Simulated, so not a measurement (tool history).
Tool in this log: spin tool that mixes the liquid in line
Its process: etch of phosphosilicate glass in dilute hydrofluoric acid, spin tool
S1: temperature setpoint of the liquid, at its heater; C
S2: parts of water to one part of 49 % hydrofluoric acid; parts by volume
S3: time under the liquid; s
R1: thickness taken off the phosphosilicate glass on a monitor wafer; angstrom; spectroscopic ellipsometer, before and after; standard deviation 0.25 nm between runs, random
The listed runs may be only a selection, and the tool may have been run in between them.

run,hour,S1,S2,S3,R1
1,0,23,290,110,490.14
2,5.2,24.5,285,110,530.2
3,12.6,26,280,110,569.66
4,19.8,26,280,120,618.96
5,22,26,370,120,428.98
6,23.5,26,270,120,656.23
7,26.7,26.5,270,120,659.85
8,31.3,27,270,120,675.52

What will run 9 give?
9,37.7,27.5,270,120,?

Run 9 produced R1 682.65 angstrom.
